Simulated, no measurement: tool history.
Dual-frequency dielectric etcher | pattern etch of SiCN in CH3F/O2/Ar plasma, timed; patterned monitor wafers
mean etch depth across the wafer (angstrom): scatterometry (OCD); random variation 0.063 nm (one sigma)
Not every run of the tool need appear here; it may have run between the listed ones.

run	day	source power (kW)	bias power (kW)	etch time (s)	mean etch depth across the wafer (angstrom)
1	0.000	0.300	0.085	41.0	142.30
2	0.275	0.320	0.086	41.0	145.49
3	0.488	0.340	0.087	41.0	148.65
4	0.525	0.340	0.078	41.0	144.02
5	0.775	0.340	0.066	41.0	138.21
6	0.942	0.340	0.066	37.5	125.20

The next listed run, before its measurement:
7	1.317	0.360	0.073	37.5	?

Logged for run 7: mean etch depth across the wafer (angstrom) 132.08.

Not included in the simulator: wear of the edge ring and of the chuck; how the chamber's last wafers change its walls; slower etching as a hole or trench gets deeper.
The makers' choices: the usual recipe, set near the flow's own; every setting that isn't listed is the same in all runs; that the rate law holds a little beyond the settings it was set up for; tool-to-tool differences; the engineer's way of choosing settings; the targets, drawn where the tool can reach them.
